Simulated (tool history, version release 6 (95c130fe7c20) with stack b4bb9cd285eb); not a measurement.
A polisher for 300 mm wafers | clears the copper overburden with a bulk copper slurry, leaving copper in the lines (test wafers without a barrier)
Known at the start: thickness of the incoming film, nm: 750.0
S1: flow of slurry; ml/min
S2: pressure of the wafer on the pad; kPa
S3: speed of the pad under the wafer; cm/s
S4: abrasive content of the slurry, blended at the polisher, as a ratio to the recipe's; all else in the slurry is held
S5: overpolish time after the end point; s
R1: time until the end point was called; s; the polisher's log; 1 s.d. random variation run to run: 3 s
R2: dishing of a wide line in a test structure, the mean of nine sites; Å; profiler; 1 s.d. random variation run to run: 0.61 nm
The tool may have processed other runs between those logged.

Run 1, hour 0: S1 285 ml/min, S2 20.7 kPa, S3 126 cm/s, S4 1, S5 16 s. Result: R1 75.128 s, R2 843.06 Å.
Run 2, hour 6.3: S1 285 ml/min, S2 19.3 kPa, S3 116 cm/s, S4 1, S5 14 s. Result: R1 89.618 s, R2 719.67 Å.
Run 3, hour 15.2: S1 285 ml/min, S2 19.3 kPa, S3 116 cm/s, S4 1, S5 10 s. Result: R1 88.051 s, R2 617.74 Å.
Run 4, hour 24.1: S1 285 ml/min, S2 19.3 kPa, S3 136 cm/s, S4 1, S5 10 s. Result: R1 77.548 s, R2 649.02 Å.
At hour 26.7: slurry nozzle cleaned.
Run 5, hour 26.7: S1 285 ml/min, S2 16.5 kPa, S3 136 cm/s, S4 1, S5 10 s. Result: R1 84.997 s, R2 579.72 Å.
Run 6, hour 30.9: S1 285 ml/min, S2 16.5 kPa, S3 136 cm/s, S4 1, S5 5 s. Result: R1 83.784 s, R2 350.96 Å.

Forecast run 7:
Run 7, hour 32.8: S1 280 ml/min, S2 15.2 kPa, S3 124 cm/s, S4 1, S5 6 s. Result: R1 ?, R2 ?.

R1: 100.41 s
R2: 349.15 Å

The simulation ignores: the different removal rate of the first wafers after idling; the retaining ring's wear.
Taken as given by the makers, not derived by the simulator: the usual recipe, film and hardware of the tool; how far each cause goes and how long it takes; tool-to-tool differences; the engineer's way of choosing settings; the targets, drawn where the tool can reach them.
